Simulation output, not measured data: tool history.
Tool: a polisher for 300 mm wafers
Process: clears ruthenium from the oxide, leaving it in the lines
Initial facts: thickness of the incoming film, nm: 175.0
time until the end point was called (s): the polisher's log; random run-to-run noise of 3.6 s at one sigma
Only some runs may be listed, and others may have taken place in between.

run  hour  flow of slurry (ml/min)  pressure of the wafer on the pad (kPa)  speed of the pad under the wafer (m/s)  overpolish time after the end point (s)  time until the end point was called (s)
  1     0                      250                                    16.5                                     0.8                                       33                                   181.36
  2   6.1                      250                                    16.5                                     0.8                                       35                                   181.34
  3     7                      250                                    16.5                                     0.8                                       35                                   179.41
  4    10                      190                                    16.5                                     0.8                                       35                                   185.13
  5    11                      150                                    16.5                                     0.8                                       35                                   204.44
  6  12.4                      150                                    16.5                                     0.8                                       35                                   199.19
  7  18.7                      150                                    15.9                                     0.8                                       35                                   206.93

For run 8, what comes out?
  8  26.4                      150                                    15.2                                     0.8                                       35                                        ?

time until the end point was called (s): 210.6
